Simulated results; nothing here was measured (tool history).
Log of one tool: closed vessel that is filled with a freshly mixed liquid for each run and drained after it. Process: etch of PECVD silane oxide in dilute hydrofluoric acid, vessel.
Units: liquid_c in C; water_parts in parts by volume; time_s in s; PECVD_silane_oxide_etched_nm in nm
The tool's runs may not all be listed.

run 1 hour=0.0 | liquid_c=24 water_parts=230 time_s=85 | PECVD_silane_oxide_etched_nm=16.747
run 2 hour=1.3 | liquid_c=24 water_parts=230 time_s=85 | PECVD_silane_oxide_etched_nm=16.893
run 3 hour=9.6 | liquid_c=24 water_parts=260 time_s=85 | PECVD_silane_oxide_etched_nm=14.442
run 4 hour=15.8 | liquid_c=24 water_parts=260 time_s=90 | PECVD_silane_oxide_etched_nm=15.222
run 5 hour=17.0 | liquid_c=25 water_parts=260 time_s=90 | PECVD_silane_oxide_etched_nm=15.928
run 6 hour=25.4 | liquid_c=25 water_parts=260 time_s=90 | PECVD_silane_oxide_etched_nm=15.884
run 7 hour=30.1 | liquid_c=26 water_parts=260 time_s=90 | PECVD_silane_oxide_etched_nm=16.415

Forecast run 8:
run 8 hour=39.3 | liquid_c=27 water_parts=260 time_s=90 | PECVD_silane_oxide_etched_nm=?

PECVD_silane_oxide_etched_nm: 16.946 nm
